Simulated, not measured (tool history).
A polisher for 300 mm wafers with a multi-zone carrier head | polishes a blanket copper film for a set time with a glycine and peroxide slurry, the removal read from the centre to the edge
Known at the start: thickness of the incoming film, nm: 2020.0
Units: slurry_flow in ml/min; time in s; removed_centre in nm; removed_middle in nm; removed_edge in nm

run    day  slurry_flow  centre_zone  middle_zone  edge_zone  time  removed_centre  removed_middle  removed_edge
  1      0          265            1            1          1    56          447.48          444.35        461.86
  2  0.358          265            1            1       1.08    56          437.33          435.11        474.58
  3  0.421          265            1         0.96       1.08    56          439.47          420.38        476.39
  4  0.504          265            1         0.93       1.08    56          448.39          418.04        484.98
  5  0.604          265            1         0.93       1.05    56          448.06          427.33         476.8
  6  0.638          265            1         0.93       1.05    67          535.65           495.3        563.53
  7  0.983          260         1.02         0.91       1.05    64          523.85          464.28        527.07
  8  1.321          260         1.02         0.91       1.05    64          528.74          468.36         543.7

Forecast run 9:
  9  1.521          255         1.03         0.89       1.05    61               ?               ?             ?

removed_centre: 499.79 nm
removed_middle: 432.23 nm
removed_edge: 507.02 nm
